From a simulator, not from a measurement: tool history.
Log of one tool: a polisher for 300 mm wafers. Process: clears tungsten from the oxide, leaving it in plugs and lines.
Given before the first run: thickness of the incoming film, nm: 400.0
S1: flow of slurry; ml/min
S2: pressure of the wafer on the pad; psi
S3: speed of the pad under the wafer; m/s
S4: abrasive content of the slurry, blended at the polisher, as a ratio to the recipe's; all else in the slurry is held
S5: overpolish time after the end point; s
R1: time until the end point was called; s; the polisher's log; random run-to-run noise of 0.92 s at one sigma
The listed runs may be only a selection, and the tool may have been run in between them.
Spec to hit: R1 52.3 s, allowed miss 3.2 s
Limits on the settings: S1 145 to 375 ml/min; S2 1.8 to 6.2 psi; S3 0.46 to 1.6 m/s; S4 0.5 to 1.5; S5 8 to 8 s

| run | hour | S1 | S2 | S3 | S4 | S5 | R1 |
|---|---|---|---|---|---|---|---|
| 1 | 0 | 240 | 4 | 1.02 | 1 | 8 | 91.781 |
| 2 | 6.6 | 240 | 4 | 1.12 | 1 | 8 | 88.535 |
| 3 | 8.7 | 215 | 4 | 1.12 | 1 | 8 | 90.486 |
| 4 | 11.1 | 220 | 4.3 | 1.14 | 1 | 8 | 81.965 |
| 5 | 16.9 | 225 | 4.6 | 1.16 | 1 | 8 | 77.177 |
| 6 | 19.5 | 225 | 4.6 | 1.3 | 1 | 8 | 70.448 |
| 7 | 23.4 | 225 | 4.8 | 1.32 | 1 | 8 | 67.234 |
|  | 27.9 | slurry blender recalibrated |
| 8 | 27.9 | 225 | 5 | 1.34 | 1 | 8 | 60.393 |
| 9 | 34.9 | 225 | 5.1 | 1.34 | 1 | 8 | 57.335 |
| 10 | 36.8 | 230 | 5.3 | 1.34 | 1 | 8 | 56.228 |

Which of these 5 next moves meets every target?
| A | 38.7 | 230 | 6.2 | 0.92 | 1.3 | 8 | ? |
| B | 38.7 | 255 | 5.2 | 1.46 | 1.1 | 8 | ? |
| C | 38.7 | 235 | 4.5 | 1.46 | 0.85 | 8 | ? |
| D | 38.7 | 225 | 4.9 | 1.24 | 1.05 | 8 | ? |
| E | 38.7 | 245 | 5.1 | 1.24 | 1.2 | 8 | ? |

| move | R1 |
|---|---|
| A | 59.585 |
| B | 51.707 |
| C | 62.568 |
| D | 62.651 |
| E | 58.011 |
A: moves away from the targets compared with the last run
B: meets every target
C: moves away from the targets compared with the last run
D: moves away from the targets compared with the last run
E: moves away from the targets compared with the last run
Correct choice: B, which meets every target
